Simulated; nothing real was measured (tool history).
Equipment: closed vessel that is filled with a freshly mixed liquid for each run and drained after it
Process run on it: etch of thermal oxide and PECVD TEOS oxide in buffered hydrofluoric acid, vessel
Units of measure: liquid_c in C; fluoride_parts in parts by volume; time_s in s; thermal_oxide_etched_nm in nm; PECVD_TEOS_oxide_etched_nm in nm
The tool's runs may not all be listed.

run,hour,liquid_c,fluoride_parts,time_s,thermal_oxide_etched_nm,PECVD_TEOS_oxide_etched_nm
1,0.0,22.0,9.5,60,68.074,131.700
2,6.1,22.0,9.5,35,39.289,76.814
3,12.6,22.0,9.5,30,33.616,65.585
4,18.1,22.0,9.5,30,33.682,66.061
5,22.3,19.5,9.5,30,29.297,57.521
6,27.9,20.0,9.5,30,30.272,58.962

Run 7 has not been measured yet. What should we expect?
7,34.9,21.5,9.5,30,?,?

{"run 7": {"thermal_oxide_etched_nm": 32.791, "PECVD_TEOS_oxide_etched_nm": 63.85}}

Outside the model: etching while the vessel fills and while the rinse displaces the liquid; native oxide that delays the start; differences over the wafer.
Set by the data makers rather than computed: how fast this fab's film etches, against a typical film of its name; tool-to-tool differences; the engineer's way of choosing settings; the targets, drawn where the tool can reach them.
